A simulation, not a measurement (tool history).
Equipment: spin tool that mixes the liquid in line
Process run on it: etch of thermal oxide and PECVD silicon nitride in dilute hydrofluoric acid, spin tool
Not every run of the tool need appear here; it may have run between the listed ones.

| run | hour | temperature setpoint of the liquid (K) | parts of water to one part of 49 % hydrofluoric acid (parts by volume) | time under the liquid (s) | thickness taken off the thermal oxide on a monitor wafer (angstrom) | thickness taken off the PECVD silicon nitride on a monitor wafer (angstrom) |
|---|---|---|---|---|---|---|
| 1 | 0 | 294.15 | 40 | 135 | 144.83 | 92.843 |
| 2 | 0.8 | 290.65 | 40 | 135 | 125.71 | 72.514 |
| 3 | 2.4 | 292.15 | 40 | 135 | 134.78 | 80.339 |
| 4 | 6.7 | 292.15 | 40 | 80 | 79.893 | 47.81 |
| 5 | 10.6 | 293.65 | 35 | 85 | 103.97 | 64.352 |
| 6 | 16 | 293.65 | 35 | 140 | 171.16 | 105.8 |
| 7 | 23.7 | 294.65 | 35 | 140 | 177.9 | 113.64 |
| 8 | 32.6 | 295.65 | 35 | 140 | 184.94 | 121.51 |
| 9 | 39.2 | 296.65 | 35 | 140 | 192.46 | 130.15 |
| 10 | 42.2 | 300.65 | 25 | 135 | 312.08 | 227.53 |

Forecast run 11:
| 11 | 49.3 | 300.15 | 25 | 135 | ? | ? |

Run 11 produced thickness taken off the thermal oxide on a monitor wafer (angstrom) 304.83, thickness taken off the PECVD silicon nitride on a monitor wafer (angstrom) 220.17.
